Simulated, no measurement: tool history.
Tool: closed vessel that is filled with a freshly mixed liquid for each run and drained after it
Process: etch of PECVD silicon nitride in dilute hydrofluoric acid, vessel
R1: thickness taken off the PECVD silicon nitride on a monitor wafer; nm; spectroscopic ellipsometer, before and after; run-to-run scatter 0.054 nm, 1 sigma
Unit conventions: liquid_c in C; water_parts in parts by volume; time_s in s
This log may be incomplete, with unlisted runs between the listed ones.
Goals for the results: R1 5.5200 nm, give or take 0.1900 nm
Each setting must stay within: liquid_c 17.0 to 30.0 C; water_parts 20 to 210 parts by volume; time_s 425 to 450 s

run 1 hour=0.0 | liquid_c=22.0 water_parts=115 time_s=425 | R1=7.7562
run 2 hour=1.0 | liquid_c=21.0 water_parts=115 time_s=425 | R1=7.2373
run 3 hour=7.5 | liquid_c=20.5 water_parts=115 time_s=425 | R1=6.9829
run 4 hour=11.1 | liquid_c=20.0 water_parts=115 time_s=425 | R1=6.6975
run 5 hour=17.4 | liquid_c=23.0 water_parts=115 time_s=425 | R1=8.2712
run 6 hour=25.4 | liquid_c=22.0 water_parts=115 time_s=425 | R1=7.7213
run 7 hour=32.9 | liquid_c=22.0 water_parts=115 time_s=425 | R1=7.5305
run 8 hour=41.5 | liquid_c=21.0 water_parts=115 time_s=425 | R1=7.1481
run 9 hour=49.2 | liquid_c=20.5 water_parts=115 time_s=425 | R1=6.9630
-- hour=55.4 thermometer replaced
run 10 hour=55.4 | liquid_c=20.0 water_parts=115 time_s=425 | R1=7.5696

4 next moves are on the table. One of them brings every result within its allowed miss. Which?
run A hour=61.6 | liquid_c=17.0 water_parts=70 time_s=450 | R1=?
run B hour=61.6 | liquid_c=18.5 water_parts=155 time_s=450 | R1=?
run C hour=61.6 | liquid_c=19.5 water_parts=80 time_s=450 | R1=?
run D hour=61.6 | liquid_c=22.5 water_parts=90 time_s=425 | R1=?

move=A R1=10.6490
move=B R1=5.4653
move=C R1=11.1330
move=D R1=11.4880
A: the biggest miss grows against the last run
B: all results land within tolerance of their targets
C: the biggest miss grows against the last run
D: the biggest miss grows against the last run
Go with B: it meets all targets.
